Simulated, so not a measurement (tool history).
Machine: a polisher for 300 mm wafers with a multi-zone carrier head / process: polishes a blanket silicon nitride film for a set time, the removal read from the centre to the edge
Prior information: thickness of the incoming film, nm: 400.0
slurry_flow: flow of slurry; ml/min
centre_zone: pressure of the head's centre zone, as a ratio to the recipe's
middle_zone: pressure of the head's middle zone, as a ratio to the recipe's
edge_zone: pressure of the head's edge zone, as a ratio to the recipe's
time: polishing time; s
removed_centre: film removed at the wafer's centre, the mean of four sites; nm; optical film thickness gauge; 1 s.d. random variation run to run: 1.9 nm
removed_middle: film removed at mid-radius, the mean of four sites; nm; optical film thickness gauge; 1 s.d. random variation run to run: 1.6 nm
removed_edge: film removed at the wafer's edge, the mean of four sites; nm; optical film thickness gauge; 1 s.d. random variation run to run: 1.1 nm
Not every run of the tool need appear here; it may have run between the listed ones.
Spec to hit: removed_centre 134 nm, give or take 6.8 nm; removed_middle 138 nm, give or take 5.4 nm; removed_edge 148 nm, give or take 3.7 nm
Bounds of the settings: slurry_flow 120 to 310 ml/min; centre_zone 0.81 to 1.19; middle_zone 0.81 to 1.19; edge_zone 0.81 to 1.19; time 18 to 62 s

Run 1, day 0: slurry_flow 200 ml/min, centre_zone 1, middle_zone 1, edge_zone 1, time 40 s. Result: removed_centre 114.62 nm, removed_middle 115.86 nm, removed_edge 116.74 nm.
Run 2, day 0.358: slurry_flow 200 ml/min, centre_zone 1, middle_zone 1, edge_zone 1.06, time 40 s. Result: removed_centre 115.17 nm, removed_middle 114.46 nm, removed_edge 120.93 nm.
Run 3, day 0.583: slurry_flow 210 ml/min, centre_zone 1, middle_zone 1.02, edge_zone 1.09, time 41 s. Result: removed_centre 123.55 nm, removed_middle 120.12 nm, removed_edge 128.23 nm.
Run 4, day 0.804: slurry_flow 210 ml/min, centre_zone 1, middle_zone 1.02, edge_zone 1.09, time 32 s. Result: removed_centre 93.623 nm, removed_middle 91.834 nm, removed_edge 97.667 nm.
Run 5, day 1.162: slurry_flow 210 ml/min, centre_zone 1, middle_zone 1.02, edge_zone 1.09, time 39 s. Result: removed_centre 115.64 nm, removed_middle 112.74 nm, removed_edge 119.79 nm.
Run 6, day 1.321: slurry_flow 210 ml/min, centre_zone 1, middle_zone 1.02, edge_zone 1.01, time 39 s. Result: removed_centre 117.44 nm, removed_middle 115.51 nm, removed_edge 115.65 nm.
Run 7, day 1.588: slurry_flow 220 ml/min, centre_zone 0.98, middle_zone 1.03, edge_zone 1.05, time 40 s. Result: removed_centre 118.03 nm, removed_middle 120.82 nm, removed_edge 121.58 nm.
Run 8, day 1.683: slurry_flow 225 ml/min, centre_zone 0.97, middle_zone 1.03, edge_zone 1.08, time 41 s. Result: removed_centre 118.34 nm, removed_middle 123.35 nm, removed_edge 124.84 nm.
Run 9, day 1.829: slurry_flow 215 ml/min, centre_zone 0.97, middle_zone 1.04, edge_zone 1.1, time 42 s. Result: removed_centre 119.08 nm, removed_middle 124.03 nm, removed_edge 129.41 nm.

Of the 5 settings listed for the next run, only one would bring every result within its allowed miss of target. Which one?
Run A, day 1.975: slurry_flow 160 ml/min, centre_zone 0.87, middle_zone 0.98, edge_zone 1.1, time 41 s. Result: removed_centre ?, removed_middle ?, removed_edge ?.
Run B, day 1.975: slurry_flow 185 ml/min, centre_zone 0.82, middle_zone 1.12, edge_zone 1.19, time 45 s. Result: removed_centre ?, removed_middle ?, removed_edge ?.
Run C, day 1.975: slurry_flow 210 ml/min, centre_zone 0.89, middle_zone 1.06, edge_zone 1.11, time 46 s. Result: removed_centre ?, removed_middle ?, removed_edge ?.
Run D, day 1.975: slurry_flow 185 ml/min, centre_zone 0.97, middle_zone 1.01, edge_zone 1.12, time 48 s. Result: removed_centre ?, removed_middle ?, removed_edge ?.
Run E, day 1.975: slurry_flow 155 ml/min, centre_zone 0.97, middle_zone 0.87, edge_zone 1.19, time 44 s. Result: removed_centre ?, removed_middle ?, removed_edge ?.

move  removed_centre  removed_middle  removed_edge
   A          101.42          111.72        121.54
   B          108.25          136.11        141.58
   C          122.95           137.5        141.85
   D          136.71          136.68         146.5
   E          120.48          111.56         135.3
A: the biggest miss grows against the last run
B: nearer the targets than the last run, but a result is still out of spec
C: nearer the targets than the last run, but a result is still out of spec
D: all results land within tolerance of their targets
E: roughly where the last run was
The move that meets every target is D.
